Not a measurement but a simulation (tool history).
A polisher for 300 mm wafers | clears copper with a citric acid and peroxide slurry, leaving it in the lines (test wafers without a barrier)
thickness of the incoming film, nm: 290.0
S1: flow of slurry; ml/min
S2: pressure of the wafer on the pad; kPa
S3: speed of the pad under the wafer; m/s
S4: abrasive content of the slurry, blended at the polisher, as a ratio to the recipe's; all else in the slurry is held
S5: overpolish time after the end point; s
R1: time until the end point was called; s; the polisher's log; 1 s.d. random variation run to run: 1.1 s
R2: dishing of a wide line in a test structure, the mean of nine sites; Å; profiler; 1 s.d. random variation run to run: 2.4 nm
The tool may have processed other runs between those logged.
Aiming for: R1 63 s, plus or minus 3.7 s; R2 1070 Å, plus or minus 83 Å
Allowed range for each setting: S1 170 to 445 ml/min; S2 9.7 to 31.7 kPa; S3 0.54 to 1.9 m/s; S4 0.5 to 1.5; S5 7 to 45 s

run,hour,S1,S2,S3,S4,S5,R1,R2
1,0,285,20.7,1.22,1,23,94.485,491.1
2,2.9,285,20.7,1.22,1.2,23,95.093,487.61
3,4.6,285,22.8,1.22,1.2,23,85.64,540.95
4,11,285,22.8,1.1,1.2,23,92.113,500.43
5,18.7,285,27.6,1.1,1.2,23,76.875,595.77
6,20,285,28.3,1.14,1.2,25,73.492,673.26
7,21.6,285,29,1.16,1.2,27,68.006,738.43
8,27.5,285,29,1.16,1.2,29,70.334,772.51
9,35.1,285,29.6,1.16,1.2,31,68.038,820.24
10,36.4,285,30.3,1.16,1.2,33,66.257,885.46
11,42.8,285,30.3,1.16,1.2,34,67.041,886.31
12,49.7,285,30.3,1.16,1.2,35,67.975,926.52
13,50.9,285,30.3,1.16,1.2,36,65.657,938.15
14,51.9,285,30.3,1.16,1.2,37,68.954,978.34

Exactly one of the 5 candidate moves below puts every result within its allowed miss. Which one?
A,52.9,275,30.3,1.1,1.35,44,?,?
B,52.9,290,31.7,1.26,0.85,39,?,?
C,52.9,295,29.6,1.22,1.3,31,?,?
D,52.9,290,28.3,1.2,1.15,43,?,?
E,52.9,350,28.3,1.12,1.25,45,?,?

move,R1,R2
A,70.27,1070.8
B,64.658,1047.6
C,64.901,880.69
D,71.144,1037.5
E,73.07,1051.1
A: lands further from the targets than the last run did
B: each result inside its tolerance
C: corrects the largest miss of the last run, while another result sits out of spec
D: lands further from the targets than the last run did
E: lands further from the targets than the last run did
Correct choice: B, which meets every target
